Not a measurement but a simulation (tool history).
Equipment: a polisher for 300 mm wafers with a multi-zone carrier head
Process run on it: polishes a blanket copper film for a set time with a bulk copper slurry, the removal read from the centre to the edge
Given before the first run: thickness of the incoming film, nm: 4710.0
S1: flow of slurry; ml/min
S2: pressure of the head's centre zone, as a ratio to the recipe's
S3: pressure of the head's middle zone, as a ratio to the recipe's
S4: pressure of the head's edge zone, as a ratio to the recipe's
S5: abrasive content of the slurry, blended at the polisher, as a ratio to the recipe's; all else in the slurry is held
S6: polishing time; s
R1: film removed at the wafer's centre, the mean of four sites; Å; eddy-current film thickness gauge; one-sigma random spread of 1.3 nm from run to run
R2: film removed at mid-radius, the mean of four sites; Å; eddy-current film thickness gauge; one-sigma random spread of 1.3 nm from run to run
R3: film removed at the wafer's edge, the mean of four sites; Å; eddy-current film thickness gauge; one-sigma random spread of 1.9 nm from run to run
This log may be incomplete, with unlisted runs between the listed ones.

| run | day | S1 | S2 | S3 | S4 | S5 | S6 | R1 | R2 | R3 |
|---|---|---|---|---|---|---|---|---|---|---|
| 1 | 0.000 | 285 | 1.00 | 1.00 | 1.00 | 1.00 | 36 | 1816.5 | 1802.3 | 1751.0 |
| 2 | 0.167 | 285 | 1.00 | 1.00 | 1.00 | 0.80 | 36 | 1701.4 | 1689.0 | 1670.3 |
| 3 | 0.542 | 280 | 1.02 | 0.97 | 0.96 | 0.75 | 36 | 1724.4 | 1624.0 | 1627.0 |
| 4 | 0.917 | 275 | 1.03 | 0.95 | 0.93 | 0.70 | 36 | 1703.8 | 1548.3 | 1563.2 |
| 5 | 1.071 | 275 | 1.03 | 0.95 | 1.01 | 0.70 | 36 | 1694.8 | 1573.7 | 1626.1 |
| 6 | 1.358 | 270 | 1.04 | 0.94 | 0.97 | 0.65 | 36 | 1678.2 | 1530.5 | 1561.6 |

Forecast run 7:
| 7 | 1.517 | 270 | 1.05 | 0.93 | 0.95 | 0.65 | 36 | ? | ? | ? |

{"run 7": {"R1": 1707.4, "R2": 1504.8, "R3": 1541.5}}

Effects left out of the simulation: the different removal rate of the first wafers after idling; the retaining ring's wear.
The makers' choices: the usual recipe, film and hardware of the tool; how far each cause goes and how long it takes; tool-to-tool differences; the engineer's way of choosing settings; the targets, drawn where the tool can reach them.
